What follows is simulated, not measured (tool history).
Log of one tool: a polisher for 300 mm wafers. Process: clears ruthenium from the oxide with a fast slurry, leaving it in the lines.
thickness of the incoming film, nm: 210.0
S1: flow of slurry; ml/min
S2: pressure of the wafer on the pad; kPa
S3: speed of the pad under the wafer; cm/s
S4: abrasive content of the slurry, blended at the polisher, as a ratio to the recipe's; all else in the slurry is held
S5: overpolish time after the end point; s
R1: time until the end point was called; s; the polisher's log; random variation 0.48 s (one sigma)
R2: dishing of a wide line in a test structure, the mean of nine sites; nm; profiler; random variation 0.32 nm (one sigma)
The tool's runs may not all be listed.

| run | hour | S1 | S2 | S3 | S4 | S5 | R1 | R2 |
|---|---|---|---|---|---|---|---|---|
| 1 | 0 | 300 | 17.2 | 120 | 1 | 10 | 48.254 | 32.114 |
| 2 | 5.4 | 330 | 17.2 | 120 | 1 | 10 | 48.355 | 32.83 |
| 3 | 8.4 | 335 | 19.3 | 120 | 1 | 9 | 43.93 | 32.251 |
| 4 | 9.9 | 335 | 15.2 | 120 | 1 | 9 | 53.81 | 26.234 |
| 5 | 14.1 | 335 | 15.2 | 120 | 1 | 6 | 55.987 | 17.661 |
| 6 | 15 | 335 | 15.2 | 136 | 1 | 6 | 48.288 | 19.907 |

Forecast run 7:
| 7 | 18.7 | 325 | 20 | 136 | 1 | 8 | ? | ? |

{"run 7": {"R1": 37.246, "R2": 33.895}}

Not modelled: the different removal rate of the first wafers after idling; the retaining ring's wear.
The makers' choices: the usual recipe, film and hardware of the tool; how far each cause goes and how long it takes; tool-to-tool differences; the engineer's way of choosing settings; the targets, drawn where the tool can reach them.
